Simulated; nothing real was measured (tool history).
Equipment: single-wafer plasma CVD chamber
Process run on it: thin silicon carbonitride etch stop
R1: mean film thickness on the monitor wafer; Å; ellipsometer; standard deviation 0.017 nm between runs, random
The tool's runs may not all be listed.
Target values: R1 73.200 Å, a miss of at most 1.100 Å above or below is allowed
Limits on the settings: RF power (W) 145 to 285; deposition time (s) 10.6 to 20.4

{"run": 1, "day": 0.0, "RF power (W)": 215, "deposition time (s)": 15.5, "R1": 91.669}
{"run": 2, "day": 0.154, "RF power (W)": 215, "deposition time (s)": 17.1, "R1": 100.37}
{"run": 3, "day": 0.504, "RF power (W)": 240, "deposition time (s)": 17.1, "R1": 104.87}
{"run": 4, "day": 0.542, "RF power (W)": 240, "deposition time (s)": 18.4, "R1": 112.88}
{"day": 0.867, "done": "RF generator calibrated"}
{"run": 5, "day": 0.867, "RF power (W)": 220, "deposition time (s)": 17.1, "R1": 104.3}
{"run": 6, "day": 0.992, "RF power (W)": 220, "deposition time (s)": 15.9, "R1": 96.705}
{"run": 7, "day": 1.292, "RF power (W)": 205, "deposition time (s)": 15.0, "R1": 88.633}
{"run": 8, "day": 1.562, "RF power (W)": 170, "deposition time (s)": 13.1, "R1": 71.924}

Next run, 5 choices. One meets every target within its allowed miss, the rest don't. Which?
{"run": "A", "day": 1.833, "RF power (W)": 185, "deposition time (s)": 12.9, "R1": "?"}
{"run": "B", "day": 1.833, "RF power (W)": 170, "deposition time (s)": 12.8, "R1": "?"}
{"run": "C", "day": 1.833, "RF power (W)": 165, "deposition time (s)": 12.8, "R1": "?"}
{"run": "D", "day": 1.833, "RF power (W)": 155, "deposition time (s)": 13.2, "R1": "?"}
{"run": "E", "day": 1.833, "RF power (W)": 185, "deposition time (s)": 12.4, "R1": "?"}

move=A R1=73.455
move=B R1=70.314
move=C R1=69.406
move=D R1=69.612
move=E R1=70.608
A: all results in spec
B: its largest miss is bigger than the last run's
C: its largest miss is bigger than the last run's
D: its largest miss is bigger than the last run's
E: its largest miss is bigger than the last run's
The right move is A.

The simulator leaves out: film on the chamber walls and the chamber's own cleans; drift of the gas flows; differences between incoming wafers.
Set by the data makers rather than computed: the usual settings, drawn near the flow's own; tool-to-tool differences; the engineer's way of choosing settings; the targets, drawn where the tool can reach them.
